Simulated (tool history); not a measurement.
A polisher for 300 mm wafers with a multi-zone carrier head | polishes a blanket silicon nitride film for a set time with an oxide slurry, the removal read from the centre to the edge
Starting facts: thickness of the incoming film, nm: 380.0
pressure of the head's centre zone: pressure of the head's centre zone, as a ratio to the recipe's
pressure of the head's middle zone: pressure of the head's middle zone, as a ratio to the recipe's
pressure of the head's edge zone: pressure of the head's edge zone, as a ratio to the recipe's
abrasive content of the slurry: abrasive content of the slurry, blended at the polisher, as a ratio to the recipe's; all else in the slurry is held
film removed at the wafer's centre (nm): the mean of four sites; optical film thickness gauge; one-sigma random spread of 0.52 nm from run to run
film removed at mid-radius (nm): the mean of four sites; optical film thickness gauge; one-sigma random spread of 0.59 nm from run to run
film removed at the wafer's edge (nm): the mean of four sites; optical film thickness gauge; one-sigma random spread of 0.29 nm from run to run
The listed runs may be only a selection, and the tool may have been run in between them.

run,hour,flow of slurry (ml/min),pressure of the head's centre zone,pressure of the head's middle zone,pressure of the head's edge zone,abrasive content of the slurry,polishing time (s),film removed at the wafer's centre (nm),film removed at mid-radius (nm),film removed at the wafer's edge (nm)
1,0,185,1,1,1,1,79,58.096,57.774,58.412
2,2.2,175,1.01,0.97,0.95,0.9,79,55.738,55.677,55.244
3,8.4,175,1.04,0.94,0.94,0.75,78,54.668,49.278,50.739
4,13.4,175,1.04,0.94,0.85,0.75,78,53.242,49.227,48.55
5,18.4,165,1.04,0.93,0.84,0.75,78,53.283,48.834,47.854
6,24.8,165,1.04,0.85,0.84,0.75,78,51.815,46.058,47.93

What will run 7 give?
7,31.4,130,1.05,0.87,0.81,0.7,78,?,?,?

Run 7 produced film removed at the wafer's centre (nm) 46.992, film removed at mid-radius (nm) 42.629, film removed at the wafer's edge (nm) 43.802.
